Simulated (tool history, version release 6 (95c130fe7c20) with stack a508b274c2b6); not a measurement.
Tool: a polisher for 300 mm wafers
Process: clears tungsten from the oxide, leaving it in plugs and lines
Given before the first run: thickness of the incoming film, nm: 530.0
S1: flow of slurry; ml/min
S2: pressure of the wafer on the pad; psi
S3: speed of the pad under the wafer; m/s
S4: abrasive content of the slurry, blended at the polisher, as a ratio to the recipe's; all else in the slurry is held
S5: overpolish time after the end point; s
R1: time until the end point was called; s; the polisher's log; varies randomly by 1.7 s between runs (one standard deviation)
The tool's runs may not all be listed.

| run | day | S1 | S2 | S3 | S4 | S5 | R1 |
|---|---|---|---|---|---|---|---|
| 1 | 0.000 | 175 | 4.7 | 0.86 | 1.00 | 28 | 108.40 |
| 2 | 0.312 | 175 | 4.7 | 0.86 | 1.20 | 28 | 102.00 |
| 3 | 0.362 | 175 | 4.7 | 0.86 | 1.35 | 28 | 100.12 |
| 4 | 0.625 | 175 | 4.3 | 0.86 | 1.35 | 28 | 107.10 |
| 5 | 0.858 | 175 | 4.3 | 0.86 | 1.50 | 28 | 109.54 |
| 6 | 1.017 | 175 | 4.3 | 0.86 | 1.50 | 30 | 108.57 |
| 7 | 1.142 | 175 | 4.0 | 0.86 | 1.50 | 30 | 114.83 |

The next listed run, before its measurement:
| 8 | 1.454 | 175 | 3.8 | 0.86 | 1.50 | 30 | ? |

{"run 8": {"R1": 119.25}}

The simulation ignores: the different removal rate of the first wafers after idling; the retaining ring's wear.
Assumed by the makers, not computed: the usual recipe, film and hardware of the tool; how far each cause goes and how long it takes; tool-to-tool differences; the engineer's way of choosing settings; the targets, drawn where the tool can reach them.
